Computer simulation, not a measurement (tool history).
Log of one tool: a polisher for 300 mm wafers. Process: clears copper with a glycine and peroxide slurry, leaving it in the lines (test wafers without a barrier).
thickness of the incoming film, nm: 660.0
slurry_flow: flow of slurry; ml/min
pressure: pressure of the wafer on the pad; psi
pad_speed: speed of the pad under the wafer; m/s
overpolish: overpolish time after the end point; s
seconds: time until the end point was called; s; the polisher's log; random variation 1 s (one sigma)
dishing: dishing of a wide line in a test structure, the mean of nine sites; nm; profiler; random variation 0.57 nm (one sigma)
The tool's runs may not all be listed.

run,hour,slurry_flow,pressure,pad_speed,overpolish,seconds,dishing
1,0,180,3.4,0.88,16,102.09,57.298
2,8.8,180,4.1,0.88,16,85.566,64.028
3,13.4,180,4.8,0.88,16,76.106,71.603
4,18.1,180,4.7,0.88,16,76.845,69.546
5,25.9,180,5.1,0.88,16,72.919,74.814
6,31.9,180,5,0.88,16,74.204,73.597

Forecast run 7:
7,40.5,180,4.9,0.88,16,?,?

Run 7 gave seconds 74.702 s, dishing 72.345 nm.
